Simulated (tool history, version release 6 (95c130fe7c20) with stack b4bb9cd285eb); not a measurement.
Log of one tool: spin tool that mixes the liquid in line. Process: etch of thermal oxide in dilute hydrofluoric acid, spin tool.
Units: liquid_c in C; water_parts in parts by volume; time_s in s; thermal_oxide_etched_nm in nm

run 1 hour=0 | liquid_c=25 water_parts=80 time_s=85 | thermal_oxide_etched_nm=4.5426
run 2 hour=5.8 | liquid_c=25 water_parts=65 time_s=85 | thermal_oxide_etched_nm=5.6583
run 3 hour=7.8 | liquid_c=23 water_parts=70 time_s=85 | thermal_oxide_etched_nm=4.8299
run 4 hour=10.3 | liquid_c=21.5 water_parts=75 time_s=85 | thermal_oxide_etched_nm=4.1835
run 5 hour=13.6 | liquid_c=20.5 water_parts=80 time_s=85 | thermal_oxide_etched_nm=3.8209
run 6 hour=15.9 | liquid_c=20.5 water_parts=90 time_s=85 | thermal_oxide_etched_nm=3.2773
run 7 hour=20.5 | liquid_c=20 water_parts=90 time_s=85 | thermal_oxide_etched_nm=3.2465
run 8 hour=25.9 | liquid_c=19.5 water_parts=90 time_s=85 | thermal_oxide_etched_nm=3.1853
run 9 hour=30.4 | liquid_c=19 water_parts=90 time_s=85 | thermal_oxide_etched_nm=3.1431

Forecast run 10:
run 10 hour=32.5 | liquid_c=18.5 water_parts=90 time_s=85 | thermal_oxide_etched_nm=?

{"run 10": {"thermal_oxide_etched_nm": 3.04}}

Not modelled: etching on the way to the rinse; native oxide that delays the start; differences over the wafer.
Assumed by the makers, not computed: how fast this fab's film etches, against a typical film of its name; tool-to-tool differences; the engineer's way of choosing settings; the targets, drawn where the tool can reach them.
